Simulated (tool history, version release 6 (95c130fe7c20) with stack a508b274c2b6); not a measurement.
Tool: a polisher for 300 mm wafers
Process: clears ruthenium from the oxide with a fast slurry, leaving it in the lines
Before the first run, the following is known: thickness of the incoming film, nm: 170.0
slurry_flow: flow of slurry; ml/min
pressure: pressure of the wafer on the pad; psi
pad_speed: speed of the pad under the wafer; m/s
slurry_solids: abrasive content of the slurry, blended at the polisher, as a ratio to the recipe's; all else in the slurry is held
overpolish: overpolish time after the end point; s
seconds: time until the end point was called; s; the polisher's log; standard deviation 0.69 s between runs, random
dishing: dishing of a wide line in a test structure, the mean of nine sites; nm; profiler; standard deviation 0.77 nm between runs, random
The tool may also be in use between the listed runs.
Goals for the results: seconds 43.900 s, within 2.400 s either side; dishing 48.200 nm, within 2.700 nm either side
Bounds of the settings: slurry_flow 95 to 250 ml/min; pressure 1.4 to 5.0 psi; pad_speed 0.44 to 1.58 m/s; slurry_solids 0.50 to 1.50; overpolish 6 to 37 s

Run 1, hour 0.0: slurry_flow 160 ml/min, pressure 3.2 psi, pad_speed 1.00 m/s, slurry_solids 1.00, overpolish 19 s. Result: seconds 45.226 s, dishing 58.341 nm.
Run 2, hour 6.2: slurry_flow 160 ml/min, pressure 3.2 psi, pad_speed 0.88 m/s, slurry_solids 1.00, overpolish 19 s. Result: seconds 49.756 s, dishing 53.363 nm.
Run 3, hour 13.0: slurry_flow 160 ml/min, pressure 3.2 psi, pad_speed 0.88 m/s, slurry_solids 1.00, overpolish 14 s. Result: seconds 49.863 s, dishing 40.945 nm.
Run 4, hour 14.5: slurry_flow 160 ml/min, pressure 3.3 psi, pad_speed 0.88 m/s, slurry_solids 1.00, overpolish 14 s. Result: seconds 48.370 s, dishing 41.014 nm.
Run 5, hour 20.2: slurry_flow 160 ml/min, pressure 3.3 psi, pad_speed 0.88 m/s, slurry_solids 1.00, overpolish 9 s. Result: seconds 49.554 s, dishing 27.504 nm.
Run 6, hour 21.1: slurry_flow 160 ml/min, pressure 3.3 psi, pad_speed 1.08 m/s, slurry_solids 1.00, overpolish 9 s. Result: seconds 39.218 s, dishing 32.003 nm.
Run 7, hour 24.7: slurry_flow 160 ml/min, pressure 3.2 psi, pad_speed 1.06 m/s, slurry_solids 1.05, overpolish 11 s. Result: seconds 39.466 s, dishing 39.211 nm.
Run 8, hour 28.9: slurry_flow 160 ml/min, pressure 3.0 psi, pad_speed 1.06 m/s, slurry_solids 1.10, overpolish 12 s. Result: seconds 42.114 s, dishing 42.454 nm.
Run 9, hour 37.8: slurry_flow 160 ml/min, pressure 2.9 psi, pad_speed 1.06 m/s, slurry_solids 1.10, overpolish 12 s. Result: seconds 42.014 s, dishing 40.431 nm.
Run 10, hour 44.1: slurry_flow 160 ml/min, pressure 2.8 psi, pad_speed 1.06 m/s, slurry_solids 1.15, overpolish 13 s. Result: seconds 42.504 s, dishing 42.927 nm.

Below are 4 possible settings for the next run. Only one of them brings all results inside the allowed miss of their targets. Which is it?
Run A, hour 50.4: slurry_flow 165 ml/min, pressure 2.7 psi, pad_speed 1.02 m/s, slurry_solids 1.00, overpolish 13 s. Result: seconds ?, dishing ?.
Run B, hour 50.4: slurry_flow 160 ml/min, pressure 2.7 psi, pad_speed 1.04 m/s, slurry_solids 1.20, overpolish 15 s. Result: seconds ?, dishing ?.
Run C, hour 50.4: slurry_flow 155 ml/min, pressure 3.2 psi, pad_speed 1.08 m/s, slurry_solids 1.10, overpolish 11 s. Result: seconds ?, dishing ?.
Run D, hour 50.4: slurry_flow 185 ml/min, pressure 3.1 psi, pad_speed 0.88 m/s, slurry_solids 1.20, overpolish 13 s. Result: seconds ?, dishing ?.

move  seconds  dishing
   A   47.711   38.721
   B   42.826   48.781
   C   38.785   40.188
   D   44.923   40.944
A: misses by more than the last run did
B: hits every target within its allowed miss
C: misses by more than the last run did
D: misses by more than the last run did
The right move is B.
